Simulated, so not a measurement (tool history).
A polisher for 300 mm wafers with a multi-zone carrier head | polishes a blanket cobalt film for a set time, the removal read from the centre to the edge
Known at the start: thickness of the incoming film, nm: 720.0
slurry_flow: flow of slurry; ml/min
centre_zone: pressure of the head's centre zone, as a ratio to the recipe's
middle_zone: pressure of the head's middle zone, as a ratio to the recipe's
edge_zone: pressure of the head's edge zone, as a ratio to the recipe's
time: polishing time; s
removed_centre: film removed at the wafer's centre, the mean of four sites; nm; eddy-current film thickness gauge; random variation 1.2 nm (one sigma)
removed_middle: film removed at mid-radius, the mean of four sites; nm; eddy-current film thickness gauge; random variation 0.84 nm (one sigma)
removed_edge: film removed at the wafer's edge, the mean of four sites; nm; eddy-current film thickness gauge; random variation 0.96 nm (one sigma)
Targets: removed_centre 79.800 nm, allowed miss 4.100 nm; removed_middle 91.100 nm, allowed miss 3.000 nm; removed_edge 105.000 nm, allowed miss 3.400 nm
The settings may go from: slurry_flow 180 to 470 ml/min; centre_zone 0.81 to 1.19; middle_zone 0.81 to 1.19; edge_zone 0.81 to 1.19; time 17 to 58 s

run	day	slurry_flow	centre_zone	middle_zone	edge_zone	time	removed_centre	removed_middle	removed_edge
1	0.000	300	1.00	1.00	1.00	37	125.270	129.610	133.820
2	0.096	295	0.97	0.98	1.00	36	120.920	121.480	132.070
3	0.350	290	0.94	0.99	1.01	34	113.640	117.290	124.180
4	0.671	285	0.92	0.99	1.04	32	99.205	108.960	119.720
5	0.767	285	0.92	0.99	1.04	40	127.690	138.030	147.400
6	1.029	280	0.91	0.99	1.04	38	118.070	131.550	139.040
7	1.133	275	0.90	0.98	1.04	36	114.200	124.160	131.650
8	1.183	280	0.89	0.98	1.05	34	105.700	115.810	127.110
9	1.325	275	0.88	0.98	1.06	33	100.430	112.730	123.150
10	1.512	275	0.87	0.97	1.06	32	94.920	107.760	119.650
11	1.817	275	0.86	0.96	1.06	31	89.308	102.090	113.240
12	1.975	275	0.86	0.96	1.06	31	92.525	104.620	115.930
13	2.183	275	0.85	0.95	1.06	30	88.270	99.855	112.780
14	2.225	275	0.84	0.95	1.06	30	88.072	99.281	111.410
15	2.433	275	0.83	0.95	1.06	30	86.976	97.630	111.810
16	2.638	270	0.83	0.95	1.06	30	86.015	99.582	111.770
17	2.746	270	0.83	0.94	1.06	30	84.646	97.557	111.110

4 next moves are on the table. One of them brings every result within its allowed miss. Which?
A	2.854	310	0.85	0.97	1.14	27	?	?	?
B	2.854	305	0.89	0.97	1.00	29	?	?	?
C	2.854	290	0.83	0.88	1.18	29	?	?	?
D	2.854	245	0.81	1.14	1.09	26	?	?	?

move	removed_centre	removed_middle	removed_edge
A	80.166	91.565	106.200
B	90.060	98.216	106.750
C	83.495	90.183	115.780
D	71.955	99.111	98.172
A: meets every target
B: further off than the last run
C: brings the result that was furthest off to its target, and leaves another outside
D: further off than the last run
The right move is A.
